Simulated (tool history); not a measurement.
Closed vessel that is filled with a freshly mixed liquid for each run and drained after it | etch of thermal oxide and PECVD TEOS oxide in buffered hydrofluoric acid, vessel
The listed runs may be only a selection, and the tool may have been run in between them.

run    day  temperature setpoint of the liquid (K)  parts of 40 % ammonium fluoride to one part of 49 % hydrofluoric acid (parts by volume)  time in the liquid (s)  thickness taken off the thermal oxide on a monitor wafer (nm)  thickness taken off the PECVD TEOS oxide on a monitor wafer (nm)
  1  0.000                                  293.15                                                                                     10.5                      60                                                         57.182                                                            103.44
  2  0.254                                  294.65                                                                                      9.5                      65                                                         72.289                                                            133.15
  3  0.475                                  294.65                                                                                      7.5                      65                                                         91.206                                                            167.35
  4  0.679                                  294.65                                                                                      7.5                      80                                                        112.760                                                            205.80
  5  0.796                                  295.65                                                                                      7.0                      80                                                        127.990                                                            233.64
  6  1.142                                  295.65                                                                                      5.5                      80                                                        156.570                                                            289.31
  7  1.467                                  296.15                                                                                      5.5                      80                                                        163.940                                                            296.41

For run 8, what comes out?
  8  1.725                                  296.65                                                                                      5.5                      80                                                              ?                                                                 ?

thickness taken off the thermal oxide on a monitor wafer (nm): 166.400
thickness taken off the PECVD TEOS oxide on a monitor wafer (nm): 307.91
